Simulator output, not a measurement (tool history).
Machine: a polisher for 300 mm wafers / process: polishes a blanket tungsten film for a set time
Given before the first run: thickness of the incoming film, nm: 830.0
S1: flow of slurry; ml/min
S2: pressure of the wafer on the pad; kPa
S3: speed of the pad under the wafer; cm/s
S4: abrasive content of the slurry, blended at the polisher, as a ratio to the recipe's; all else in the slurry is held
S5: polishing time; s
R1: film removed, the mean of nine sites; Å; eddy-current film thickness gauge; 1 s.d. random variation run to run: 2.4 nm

run    day   S1    S2   S3   S4  S5      R1
  1  0.000  130  18.6  118  1.0  48  1637.8
  2  0.267  105  18.6  118  1.0  48  1571.8
  3  0.529  110  20.0  118  1.0  48  1705.1
  4  0.579  115  20.7  118  1.0  48  1787.8
  5  0.679  115  24.8  118  1.0  48  2126.9
  6  0.846  115  22.8  118  1.0  48  1933.7

Forecast run 7:
  7  0.888  120  23.4  120  1.0  48   ?

{"run 7": {"R1": 2072.4}}

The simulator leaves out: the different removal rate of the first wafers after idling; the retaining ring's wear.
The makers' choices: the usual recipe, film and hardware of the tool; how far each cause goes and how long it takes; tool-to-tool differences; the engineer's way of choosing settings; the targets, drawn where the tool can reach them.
